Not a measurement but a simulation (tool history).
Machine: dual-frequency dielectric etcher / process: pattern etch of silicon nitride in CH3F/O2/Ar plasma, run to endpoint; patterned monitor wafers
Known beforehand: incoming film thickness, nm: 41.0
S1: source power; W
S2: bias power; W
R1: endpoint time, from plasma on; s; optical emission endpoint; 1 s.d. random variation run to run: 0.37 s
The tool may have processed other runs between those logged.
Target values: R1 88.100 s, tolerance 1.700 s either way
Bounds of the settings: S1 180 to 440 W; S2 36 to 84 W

run 1 hour=0.0 | S1=310 S2=60 | R1=73.419
run 2 hour=5.1 | S1=290 S2=58 | R1=77.547
run 3 hour=12.5 | S1=270 S2=58 | R1=79.450
run 4 hour=15.0 | S1=260 S2=58 | R1=81.498
run 5 hour=23.4 | S1=310 S2=58 | R1=73.855
run 6 hour=24.7 | S1=260 S2=58 | R1=80.951
run 7 hour=32.0 | S1=250 S2=58 | R1=83.097
run 8 hour=33.7 | S1=240 S2=58 | R1=84.836
run 9 hour=35.2 | S1=240 S2=58 | R1=84.920

5 next moves are on the table. One of them brings every result within its allowed miss. Which?
run A hour=36.7 | S1=260 S2=53 | R1=?
run B hour=36.7 | S1=240 S2=57 | R1=?
run C hour=36.7 | S1=230 S2=57 | R1=?
run D hour=36.7 | S1=190 S2=64 | R1=?
run E hour=36.7 | S1=250 S2=57 | R1=?

move=A R1=84.271
move=B R1=85.782
move=C R1=87.844
move=D R1=94.656
move=E R1=83.883
A: the biggest miss grows against the last run
B: nearer the targets than the last run, but a result is still out of spec
C: all results in spec
D: takes the biggest miss from the last run beyond its target
E: the biggest miss grows against the last run
Correct choice: C, which meets every target

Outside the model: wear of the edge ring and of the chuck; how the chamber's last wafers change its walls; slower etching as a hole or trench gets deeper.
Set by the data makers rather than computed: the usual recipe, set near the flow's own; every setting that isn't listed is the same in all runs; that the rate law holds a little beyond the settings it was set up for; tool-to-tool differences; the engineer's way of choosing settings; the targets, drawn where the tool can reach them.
